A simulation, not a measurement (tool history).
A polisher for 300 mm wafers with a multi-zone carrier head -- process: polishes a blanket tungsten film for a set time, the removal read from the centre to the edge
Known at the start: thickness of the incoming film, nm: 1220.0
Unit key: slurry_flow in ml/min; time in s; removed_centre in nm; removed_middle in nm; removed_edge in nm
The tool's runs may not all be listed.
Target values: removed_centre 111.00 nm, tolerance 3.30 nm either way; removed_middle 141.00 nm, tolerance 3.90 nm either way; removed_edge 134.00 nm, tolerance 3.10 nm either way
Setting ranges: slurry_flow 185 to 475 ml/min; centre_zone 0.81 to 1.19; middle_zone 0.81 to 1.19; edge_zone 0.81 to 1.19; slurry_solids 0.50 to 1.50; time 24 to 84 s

run  hour  slurry_flow  centre_zone  middle_zone  edge_zone  slurry_solids  time  removed_centre  removed_middle  removed_edge
  1   0.0          305         1.00         1.00       1.00           1.00    54          199.98          200.71        198.29
  2   8.1          290         0.95         1.01       0.99           0.85    51          167.89          180.78        177.65
  3   8.9          275         0.91         1.01       0.96           0.75    50          154.23          170.57        166.87
  4  14.4          275         0.91         1.01       0.96           0.65    50          145.79          163.14        158.46
  5  18.5          275         0.91         1.06       0.96           0.65    50          146.44          169.38        160.63
  6  25.9          265         0.88         1.06       0.95           0.60    48          132.83          159.72        147.33
  7  32.5          255         0.86         1.05       0.96           0.55    47          122.35          150.30        142.91
  8  33.1          245         0.85         1.04       0.95           0.55    47          120.90          148.25        140.83
  9  37.3          215         0.81         1.03       0.94           0.50    46          106.80          136.43        131.78

Exactly one of the 5 candidate moves below puts every result within its allowed miss. Which one?
  A  41.5          310         0.81         1.02       0.96           0.60    41               ?               ?             ?
  B  41.5          220         0.85         1.04       0.91           0.50    46               ?               ?             ?
  C  41.5          185         0.87         0.97       0.93           0.50    48               ?               ?             ?
  D  41.5          215         0.84         0.90       1.03           0.55    45               ?               ?             ?
  E  41.5          195         0.83         1.05       0.97           0.50    47               ?               ?             ?

move  removed_centre  removed_middle  removed_edge
   A          105.65          134.93        127.31
   B          112.19          139.51        127.77
   C          115.68          133.94        131.85
   D          111.02          125.37        136.33
   E          109.52          140.70        132.57
A: its largest miss is bigger than the last run's
B: the furthest-off result lands on target, but another misses its tolerance
C: moves the result that the last run missed by most past its target, out the other side
D: the furthest-off result lands on target, but another misses its tolerance
E: meets every target
The right move is E.

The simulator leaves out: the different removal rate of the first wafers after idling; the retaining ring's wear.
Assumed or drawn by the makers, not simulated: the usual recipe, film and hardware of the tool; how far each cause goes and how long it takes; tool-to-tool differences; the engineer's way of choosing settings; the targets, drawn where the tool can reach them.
